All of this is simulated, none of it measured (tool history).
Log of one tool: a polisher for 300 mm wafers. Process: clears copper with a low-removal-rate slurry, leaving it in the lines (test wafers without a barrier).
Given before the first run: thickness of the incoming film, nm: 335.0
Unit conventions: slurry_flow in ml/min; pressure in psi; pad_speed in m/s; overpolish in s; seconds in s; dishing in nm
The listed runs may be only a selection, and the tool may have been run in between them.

Run 1, hour 0: slurry_flow 220 ml/min, pressure 4.1 psi, pad_speed 1.1 m/s, slurry_solids 1, overpolish 12 s. Result: seconds 83.005 s, dishing 35.324 nm.
Run 2, hour 8.8: slurry_flow 220 ml/min, pressure 3.4 psi, pad_speed 1.1 m/s, slurry_solids 1, overpolish 12 s. Result: seconds 95.414 s, dishing 30.057 nm.
Run 3, hour 15.1: slurry_flow 220 ml/min, pressure 3.2 psi, pad_speed 1.1 m/s, slurry_solids 1, overpolish 12 s. Result: seconds 98.684 s, dishing 29.931 nm.
Run 4, hour 15.7: slurry_flow 170 ml/min, pressure 3.2 psi, pad_speed 1.1 m/s, slurry_solids 1, overpolish 12 s. Result: seconds 101.7 s, dishing 28.928 nm.
Run 5, hour 19.5: slurry_flow 170 ml/min, pressure 3.1 psi, pad_speed 1.1 m/s, slurry_solids 1, overpolish 12 s. Result: seconds 104.76 s, dishing 28.086 nm.
Run 6, hour 26.1: slurry_flow 170 ml/min, pressure 3.1 psi, pad_speed 1.28 m/s, slurry_solids 1, overpolish 12 s. Result: seconds 87.673 s, dishing 32.652 nm.
Run 7, hour 34.4: slurry_flow 170 ml/min, pressure 2.9 psi, pad_speed 1.26 m/s, slurry_solids 1, overpolish 12 s. Result: seconds 95.181 s, dishing 30.752 nm.
Run 8, hour 43.3: slurry_flow 170 ml/min, pressure 2.8 psi, pad_speed 1.26 m/s, slurry_solids 1, overpolish 12 s. Result: seconds 95.737 s, dishing 29.672 nm.

Forecast run 9:
Run 9, hour 48.4: slurry_flow 170 ml/min, pressure 2.7 psi, pad_speed 1.24 m/s, slurry_solids 1, overpolish 12 s. Result: seconds ?, dishing ?.

{"run 9": {"seconds": 102.33, "dishing": 28.158}}
